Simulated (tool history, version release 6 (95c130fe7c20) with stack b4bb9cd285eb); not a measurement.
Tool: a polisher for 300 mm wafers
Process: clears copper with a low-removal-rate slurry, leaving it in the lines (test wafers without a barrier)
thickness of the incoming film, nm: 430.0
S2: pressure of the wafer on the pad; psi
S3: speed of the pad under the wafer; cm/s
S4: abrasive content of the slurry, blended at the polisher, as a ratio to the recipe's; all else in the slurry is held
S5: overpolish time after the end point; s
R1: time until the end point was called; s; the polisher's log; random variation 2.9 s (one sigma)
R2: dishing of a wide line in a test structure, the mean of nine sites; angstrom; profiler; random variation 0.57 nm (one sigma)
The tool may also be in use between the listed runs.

{"run": 1, "hour": 0.0, "flow of slurry (ml/min)": 260, "S2": 2.9, "S3": 116, "S4": 1, "S5": 11, "R1": 127.21, "R2": 255.43}
{"run": 2, "hour": 4.4, "flow of slurry (ml/min)": 260, "S2": 2.8, "S3": 116, "S4": 1, "S5": 12, "R1": 132.58, "R2": 278.19}
{"run": 3, "hour": 13.0, "flow of slurry (ml/min)": 260, "S2": 2.8, "S3": 116, "S4": 1, "S5": 17, "R1": 136.03, "R2": 384.34}
{"run": 4, "hour": 21.5, "flow of slurry (ml/min)": 260, "S2": 2.7, "S3": 116, "S4": 1, "S5": 17, "R1": 137.81, "R2": 374.33}
{"run": 5, "hour": 28.9, "flow of slurry (ml/min)": 260, "S2": 2.4, "S3": 116, "S4": 1, "S5": 17, "R1": 155.1, "R2": 345.43}
{"run": 6, "hour": 34.2, "flow of slurry (ml/min)": 260, "S2": 2.4, "S3": 116, "S4": 1, "S5": 21, "R1": 158.43, "R2": 398.15}
{"run": 7, "hour": 42.6, "flow of slurry (ml/min)": 260, "S2": 2.2, "S3": 116, "S4": 1, "S5": 19, "R1": 165.19, "R2": 365.1}

The next listed run, before its measurement:
{"run": 8, "hour": 49.0, "flow of slurry (ml/min)": 260, "S2": 2, "S3": 112, "S4": 1, "S5": 16, "R1": "?", "R2": "?"}

{"run 8": {"R1": 186.57, "R2": 270.38}}
